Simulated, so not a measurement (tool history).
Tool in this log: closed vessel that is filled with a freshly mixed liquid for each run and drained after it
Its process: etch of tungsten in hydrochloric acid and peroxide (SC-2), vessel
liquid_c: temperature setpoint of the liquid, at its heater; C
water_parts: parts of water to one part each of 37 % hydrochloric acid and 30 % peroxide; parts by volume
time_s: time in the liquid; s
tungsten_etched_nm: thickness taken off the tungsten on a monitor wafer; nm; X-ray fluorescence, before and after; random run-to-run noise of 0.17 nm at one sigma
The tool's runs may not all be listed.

Run 1, hour 0: liquid_c 50 C, water_parts 7.5 parts by volume, time_s 65 s. Result: tungsten_etched_nm 23.941 nm.
Run 2, hour 4.8: liquid_c 49.5 C, water_parts 7.5 parts by volume, time_s 65 s. Result: tungsten_etched_nm 23.391 nm.
Run 3, hour 13: liquid_c 49 C, water_parts 7.5 parts by volume, time_s 65 s. Result: tungsten_etched_nm 22.523 nm.
Run 4, hour 14.4: liquid_c 44.5 C, water_parts 7.5 parts by volume, time_s 65 s. Result: tungsten_etched_nm 16.402 nm.
Run 5, hour 23.3: liquid_c 44.5 C, water_parts 7.5 parts by volume, time_s 65 s. Result: tungsten_etched_nm 16.412 nm.
Run 6, hour 24.6: liquid_c 44.5 C, water_parts 9 parts by volume, time_s 65 s. Result: tungsten_etched_nm 14.323 nm.
Run 7, hour 32.7: liquid_c 51.5 C, water_parts 9 parts by volume, time_s 65 s. Result: tungsten_etched_nm 22.789 nm.

Run 8 has not been measured yet. What should we expect?
Run 8, hour 34.1: liquid_c 51 C, water_parts 9 parts by volume, time_s 65 s. Result: tungsten_etched_nm ?.

Logged for run 8: tungsten_etched_nm 22.1 nm.
